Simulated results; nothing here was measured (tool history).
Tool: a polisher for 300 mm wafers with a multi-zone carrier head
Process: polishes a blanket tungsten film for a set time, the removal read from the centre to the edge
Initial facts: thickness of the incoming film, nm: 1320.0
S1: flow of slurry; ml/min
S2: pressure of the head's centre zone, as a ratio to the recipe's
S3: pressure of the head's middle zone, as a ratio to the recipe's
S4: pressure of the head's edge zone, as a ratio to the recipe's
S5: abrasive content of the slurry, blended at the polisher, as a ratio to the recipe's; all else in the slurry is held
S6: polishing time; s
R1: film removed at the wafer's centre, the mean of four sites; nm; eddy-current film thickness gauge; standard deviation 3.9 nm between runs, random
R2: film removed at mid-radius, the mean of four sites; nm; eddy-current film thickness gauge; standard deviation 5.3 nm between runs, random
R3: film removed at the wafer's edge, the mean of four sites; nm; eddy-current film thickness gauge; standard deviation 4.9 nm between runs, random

Run 1, hour 0.0: S1 200 ml/min, S2 1.00, S3 1.00, S4 1.00, S5 1.00, S6 83 s. Result: R1 520.84 nm, R2 501.04 nm, R3 510.58 nm.
Run 2, hour 1.1: S1 205 ml/min, S2 0.99, S3 1.01, S4 1.02, S5 1.05, S6 83 s. Result: R1 524.22 nm, R2 510.97 nm, R3 532.58 nm.
Run 3, hour 3.4: S1 205 ml/min, S2 0.99, S3 1.01, S4 1.02, S5 1.05, S6 73 s. Result: R1 454.71 nm, R2 453.66 nm, R3 468.18 nm.
Run 4, hour 12.3: S1 175 ml/min, S2 0.99, S3 1.01, S4 1.02, S5 1.05, S6 73 s. Result: R1 446.65 nm, R2 442.63 nm, R3 455.58 nm.
Run 5, hour 14.3: S1 185 ml/min, S2 0.99, S3 1.03, S4 1.03, S5 1.10, S6 74 s. Result: R1 465.57 nm, R2 463.65 nm, R3 464.28 nm.
Run 6, hour 22.0: S1 185 ml/min, S2 0.99, S3 1.03, S4 1.10, S5 1.10, S6 74 s. Result: R1 470.80 nm, R2 462.25 nm, R3 481.73 nm.
Run 7, hour 26.2: S1 195 ml/min, S2 0.98, S3 1.04, S4 1.11, S5 1.15, S6 75 s. Result: R1 473.84 nm, R2 475.58 nm, R3 503.44 nm.
Run 8, hour 30.3: S1 195 ml/min, S2 0.98, S3 1.04, S4 1.11, S5 1.15, S6 75 s. Result: R1 481.37 nm, R2 482.79 nm, R3 503.32 nm.

For run 9, what comes out?
Run 9, hour 34.1: S1 245 ml/min, S2 0.91, S3 1.14, S4 1.19, S5 1.40, S6 85 s. Result: R1 ?, R2 ?, R3 ?.

{"run 9": {"R1": 542.07, "R2": 642.41, "R3": 635.41}}
